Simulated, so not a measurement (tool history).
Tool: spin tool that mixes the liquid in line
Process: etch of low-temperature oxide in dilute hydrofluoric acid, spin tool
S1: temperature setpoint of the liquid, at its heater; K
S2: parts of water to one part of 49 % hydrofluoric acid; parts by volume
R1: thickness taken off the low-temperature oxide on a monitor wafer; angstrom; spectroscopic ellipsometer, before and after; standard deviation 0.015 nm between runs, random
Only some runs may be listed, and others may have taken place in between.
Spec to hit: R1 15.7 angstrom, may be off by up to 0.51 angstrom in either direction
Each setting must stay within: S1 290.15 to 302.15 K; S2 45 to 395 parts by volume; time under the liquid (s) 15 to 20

run 1 hour=0 | S1=294.15 S2=220 time_under_the_liquid_(s)=20 | R1=20.336
run 2 hour=1.6 | S1=293.15 S2=225 time_under_the_liquid_(s)=20 | R1=19.232
run 3 hour=10 | S1=293.15 S2=225 time_under_the_liquid_(s)=20 | R1=19.157
run 4 hour=16.5 | S1=292.65 S2=230 time_under_the_liquid_(s)=20 | R1=18.149
run 5 hour=17.5 | S1=292.15 S2=235 time_under_the_liquid_(s)=20 | R1=17.404
run 6 hour=26.5 | S1=291.65 S2=235 time_under_the_liquid_(s)=20 | R1=17.171
run 7 hour=34.1 | S1=291.15 S2=235 time_under_the_liquid_(s)=20 | R1=16.832
run 8 hour=40.8 | S1=290.65 S2=235 time_under_the_liquid_(s)=20 | R1=16.424

Consider the 5 candidate settings below. Which is the only one whose results all fall within their allowed miss of target?
run A hour=47.5 | S1=290.65 S2=205 time_under_the_liquid_(s)=15 | R1=?
run B hour=47.5 | S1=290.15 S2=180 time_under_the_liquid_(s)=15 | R1=?
run C hour=47.5 | S1=293.65 S2=210 time_under_the_liquid_(s)=15 | R1=?
run D hour=47.5 | S1=292.15 S2=235 time_under_the_liquid_(s)=20 | R1=?
run E hour=47.5 | S1=292.65 S2=235 time_under_the_liquid_(s)=20 | R1=?

move=A R1=14.507
move=B R1=16.597
move=C R1=15.82
move=D R1=17.368
move=E R1=17.7
A: takes the biggest miss from the last run beyond its target
B: moves away from the targets compared with the last run
C: in spec on every target
D: moves away from the targets compared with the last run
E: moves away from the targets compared with the last run
The move that meets every target is C.
